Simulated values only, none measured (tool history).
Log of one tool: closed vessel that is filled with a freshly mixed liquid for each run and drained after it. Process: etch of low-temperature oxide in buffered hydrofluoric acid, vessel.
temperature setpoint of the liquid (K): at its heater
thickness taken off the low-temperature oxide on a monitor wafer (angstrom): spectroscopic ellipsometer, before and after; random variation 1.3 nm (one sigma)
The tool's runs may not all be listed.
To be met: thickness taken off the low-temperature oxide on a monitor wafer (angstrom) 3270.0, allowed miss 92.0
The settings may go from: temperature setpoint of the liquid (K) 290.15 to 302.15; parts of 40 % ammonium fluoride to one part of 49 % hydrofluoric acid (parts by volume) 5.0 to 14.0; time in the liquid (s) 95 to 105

run	hour	temperature setpoint of the liquid (K)	parts of 40 % ammonium fluoride to one part of 49 % hydrofluoric acid (parts by volume)	time in the liquid (s)	thickness taken off the low-temperature oxide on a monitor wafer (angstrom)
1	0.0	294.15	8.5	95	1825.9
2	6.7	296.65	8.0	95	2249.1
3	9.2	296.65	8.0	105	2496.3
4	10.3	294.15	8.0	105	2147.0
5	19.1	296.15	8.0	105	2398.4
6	24.7	299.15	8.0	105	2843.1
7	30.9	300.15	8.0	105	2970.9
8	32.4	300.65	8.0	105	3089.0
9	39.3	301.15	8.0	105	3167.8

Which of these 4 next moves meets every target?
A	46.2	301.65	7.5	100	?
B	46.2	300.15	7.0	95	?
C	46.2	301.65	8.5	105	?
D	46.2	301.15	7.5	95	?

move	thickness taken off the low-temperature oxide on a monitor wafer (angstrom)
A	3303.2
B	3121.5
C	3029.3
D	3056.1
A: meets every target
B: further off than the last run
C: further off than the last run
D: further off than the last run
The right move is A.
